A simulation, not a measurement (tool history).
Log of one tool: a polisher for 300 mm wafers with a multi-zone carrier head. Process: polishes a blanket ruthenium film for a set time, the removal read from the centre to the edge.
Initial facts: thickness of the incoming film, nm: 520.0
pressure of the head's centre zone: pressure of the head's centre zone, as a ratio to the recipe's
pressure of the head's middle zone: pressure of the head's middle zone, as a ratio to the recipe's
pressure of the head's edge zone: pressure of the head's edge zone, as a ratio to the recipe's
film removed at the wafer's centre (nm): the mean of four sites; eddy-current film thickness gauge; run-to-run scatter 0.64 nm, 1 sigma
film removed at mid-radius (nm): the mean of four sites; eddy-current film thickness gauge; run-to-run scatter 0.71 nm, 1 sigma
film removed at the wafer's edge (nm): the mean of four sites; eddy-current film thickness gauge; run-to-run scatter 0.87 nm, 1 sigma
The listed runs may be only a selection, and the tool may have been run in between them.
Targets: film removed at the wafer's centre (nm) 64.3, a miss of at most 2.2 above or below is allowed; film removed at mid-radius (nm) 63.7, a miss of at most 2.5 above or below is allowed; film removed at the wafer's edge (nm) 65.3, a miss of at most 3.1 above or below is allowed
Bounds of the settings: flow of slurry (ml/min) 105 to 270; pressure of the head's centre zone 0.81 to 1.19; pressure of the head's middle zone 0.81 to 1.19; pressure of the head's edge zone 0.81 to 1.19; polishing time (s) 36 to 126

run,hour,flow of slurry (ml/min),pressure of the head's centre zone,pressure of the head's middle zone,pressure of the head's edge zone,polishing time (s),film removed at the wafer's centre (nm),film removed at mid-radius (nm),film removed at the wafer's edge (nm)
1,0,175,1,1,1,81,49.533,49.696,49.989
2,3.4,175,1,1.03,1,81,49.814,50.428,49.746
3,6.9,185,1.01,1.04,1.03,85,53.359,54.051,53.359
4,13.7,185,1.01,1.04,0.99,85,53.382,55.015,52.764
5,17.5,195,1.02,1.04,1.02,88,56.805,57.268,55.157
6,24.6,210,1.02,1.04,1.02,88,56.986,58.446,54.928
7,27.4,200,1.02,1.04,1.04,91,59.287,59.293,58.105
8,29.7,200,1.02,1.04,1.04,91,57.532,58.69,56.388
9,36,195,1.02,1.03,1.05,95,61.538,61.882,60.018
10,43.1,195,1.02,1.03,1.07,96,61.845,61.854,62.323

4 next moves are on the table. One of them brings every result within its allowed miss. Which?
A,50.2,225,1.04,1.11,1.03,90,?,?,?
B,50.2,170,0.98,0.93,1.09,101,?,?,?
C,50.2,255,1.07,1.02,1.04,89,?,?,?
D,50.2,115,1.09,1.08,1.1,110,?,?,?

move,film removed at the wafer's centre (nm),film removed at mid-radius (nm),film removed at the wafer's edge (nm)
A,61.948,62.815,58.351
B,61.256,58.721,64.716
C,64.477,59.674,58.927
D,64.714,62.978,65.143
A: further off than the last run
B: further off than the last run
C: meets the target for the result that was furthest off, but another lies outside its allowed miss
D: every result lands within tolerance
Correct choice: D, which meets every target
